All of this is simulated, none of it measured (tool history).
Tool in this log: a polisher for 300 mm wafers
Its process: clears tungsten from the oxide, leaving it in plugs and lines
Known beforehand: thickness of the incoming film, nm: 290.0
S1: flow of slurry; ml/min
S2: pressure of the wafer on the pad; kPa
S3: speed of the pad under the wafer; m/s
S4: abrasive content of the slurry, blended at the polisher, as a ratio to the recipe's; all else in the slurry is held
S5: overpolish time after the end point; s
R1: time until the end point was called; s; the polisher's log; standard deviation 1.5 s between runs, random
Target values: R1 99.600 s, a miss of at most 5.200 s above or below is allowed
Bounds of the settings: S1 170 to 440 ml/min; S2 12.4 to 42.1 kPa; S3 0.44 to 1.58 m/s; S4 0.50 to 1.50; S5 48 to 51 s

run    day   S1    S2    S3    S4  S5      R1
  1  0.000  280  26.9  1.00  1.00  48  49.363
  2  0.229  280  21.4  1.00  1.00  48  64.078
  3  0.517  280  20.0  1.00  1.00  48  66.733
  4  0.788  280  20.0  1.00  1.00  48  66.271
  5  0.871  210  20.0  1.00  1.00  48  66.395
  6  0.925  210  20.0  1.20  1.00  48  55.886
  7  1.058  210  18.6  1.14  1.00  48  64.578
  8  1.238  210  18.6  1.14  1.00  48  65.750
  9  1.558  210  17.2  1.12  1.00  48  68.286
 10  1.779  210  16.5  1.08  1.00  48  76.758
 11  2.071  210  15.9  1.08  1.00  48  79.498
 12  2.104  210  15.2  1.08  1.00  48  82.330

5 next moves are on the table. One of them brings every result within its allowed miss. Which?
  A  2.138  200  12.4  1.24  1.05  48   ?
  B  2.138  240  16.5  1.24  1.15  48   ?
  C  2.138  170  15.2  1.00  0.90  51   ?
  D  2.138  195  16.5  1.30  1.00  51   ?
  E  2.138  170  15.2  0.90  1.05  51   ?

move      R1
   A  87.236
   B  64.496
   C  92.794
   D  64.224
   E  99.522
A: nearer than the last run, and not there yet
B: the biggest miss grows against the last run
C: nearer than the last run, and not there yet
D: the biggest miss grows against the last run
E: hits every target within its allowed miss
The right move is E.
